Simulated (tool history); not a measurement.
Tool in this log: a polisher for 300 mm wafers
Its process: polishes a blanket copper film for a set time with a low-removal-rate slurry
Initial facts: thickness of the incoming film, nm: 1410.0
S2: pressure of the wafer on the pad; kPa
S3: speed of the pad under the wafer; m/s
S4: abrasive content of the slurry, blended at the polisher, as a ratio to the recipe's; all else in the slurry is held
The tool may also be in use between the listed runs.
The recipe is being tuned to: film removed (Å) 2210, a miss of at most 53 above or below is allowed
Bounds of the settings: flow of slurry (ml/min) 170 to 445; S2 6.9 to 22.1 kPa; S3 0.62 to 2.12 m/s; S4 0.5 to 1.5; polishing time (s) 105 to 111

{"run": 1, "day": 0.0, "flow of slurry (ml/min)": 285, "S2": 14.5, "S3": 1.36, "S4": 1, "polishing time (s)": 105, "film removed (Å)": 3628.4}
{"run": 2, "day": 0.333, "flow of slurry (ml/min)": 285, "S2": 14.5, "S3": 1.36, "S4": 1, "polishing time (s)": 111, "film removed (Å)": 3854.9}
{"run": 3, "day": 0.675, "flow of slurry (ml/min)": 260, "S2": 14.5, "S3": 1.36, "S4": 1, "polishing time (s)": 111, "film removed (Å)": 3796.6}
{"run": 4, "day": 1.017, "flow of slurry (ml/min)": 260, "S2": 14.5, "S3": 1.36, "S4": 1.1, "polishing time (s)": 111, "film removed (Å)": 3908.8}
{"run": 5, "day": 1.3, "flow of slurry (ml/min)": 260, "S2": 14.5, "S3": 1.36, "S4": 0.95, "polishing time (s)": 111, "film removed (Å)": 3741.7}
{"run": 6, "day": 1.421, "flow of slurry (ml/min)": 245, "S2": 12.4, "S3": 1.36, "S4": 0.95, "polishing time (s)": 111, "film removed (Å)": 3219}
{"run": 7, "day": 1.708, "flow of slurry (ml/min)": 235, "S2": 11, "S3": 1.36, "S4": 0.95, "polishing time (s)": 111, "film removed (Å)": 2864.2}
{"run": 8, "day": 1.825, "flow of slurry (ml/min)": 210, "S2": 6.9, "S3": 1.36, "S4": 0.95, "polishing time (s)": 111, "film removed (Å)": 1803.2}
{"run": 9, "day": 2.154, "flow of slurry (ml/min)": 235, "S2": 7.6, "S3": 1.36, "S4": 0.95, "polishing time (s)": 111, "film removed (Å)": 1992.8}
{"run": 10, "day": 2.379, "flow of slurry (ml/min)": 255, "S2": 7.6, "S3": 1.36, "S4": 0.95, "polishing time (s)": 111, "film removed (Å)": 2000.6}
{"run": 11, "day": 2.721, "flow of slurry (ml/min)": 265, "S2": 7.6, "S3": 1.36, "S4": 0.95, "polishing time (s)": 111, "film removed (Å)": 2006.3}
{"run": 12, "day": 3.096, "flow of slurry (ml/min)": 270, "S2": 7.6, "S3": 1.36, "S4": 0.95, "polishing time (s)": 111, "film removed (Å)": 2024.9}
{"run": 13, "day": 3.446, "flow of slurry (ml/min)": 270, "S2": 7.6, "S3": 1.36, "S4": 0.95, "polishing time (s)": 111, "film removed (Å)": 2009.6}
{"run": 14, "day": 3.725, "flow of slurry (ml/min)": 275, "S2": 7.6, "S3": 1.36, "S4": 0.95, "polishing time (s)": 111, "film removed (Å)": 2017.7}
{"run": 15, "day": 3.896, "flow of slurry (ml/min)": 305, "S2": 9, "S3": 1.36, "S4": 0.95, "polishing time (s)": 111, "film removed (Å)": 2426.9}
{"run": 16, "day": 4.088, "flow of slurry (ml/min)": 285, "S2": 9, "S3": 1.36, "S4": 0.95, "polishing time (s)": 111, "film removed (Å)": 2375.8}
{"run": 17, "day": 4.45, "flow of slurry (ml/min)": 270, "S2": 9, "S3": 1.36, "S4": 0.95, "polishing time (s)": 111, "film removed (Å)": 2381.3}
{"run": 18, "day": 4.708, "flow of slurry (ml/min)": 255, "S2": 9, "S3": 1.36, "S4": 0.95, "polishing time (s)": 111, "film removed (Å)": 2360.5}
{"run": 19, "day": 5.067, "flow of slurry (ml/min)": 250, "S2": 9, "S3": 1.36, "S4": 0.95, "polishing time (s)": 111, "film removed (Å)": 2358.2}

Consider the 5 candidate settings below. Which is the only one whose results all fall within their allowed miss of target?
{"run": "A", "day": 5.425, "flow of slurry (ml/min)": 210, "S2": 8.3, "S3": 1.32, "S4": 1.3, "polishing time (s)": 111, "film removed (Å)": "?"}
{"run": "B", "day": 5.425, "flow of slurry (ml/min)": 250, "S2": 11, "S3": 1.2, "S4": 0.9, "polishing time (s)": 108, "film removed (Å)": "?"}
{"run": "C", "day": 5.425, "flow of slurry (ml/min)": 205, "S2": 9.7, "S3": 1.4, "S4": 1, "polishing time (s)": 111, "film removed (Å)": "?"}
{"run": "D", "day": 5.425, "flow of slurry (ml/min)": 295, "S2": 9, "S3": 1.48, "S4": 0.85, "polishing time (s)": 111, "film removed (Å)": "?"}
{"run": "E", "day": 5.425, "flow of slurry (ml/min)": 230, "S2": 8.3, "S3": 1.44, "S4": 0.85, "polishing time (s)": 106, "film removed (Å)": "?"}

move=A film_removed_(Å)=2245.7
move=B film_removed_(Å)=2462.6
move=C film_removed_(Å)=2579.3
move=D film_removed_(Å)=2555.1
move=E film_removed_(Å)=2139.4
A: all results in spec
B: moves away from the targets compared with the last run
C: moves away from the targets compared with the last run
D: moves away from the targets compared with the last run
E: moves the result that the last run missed by most past its target, out the other side
A meets every target.
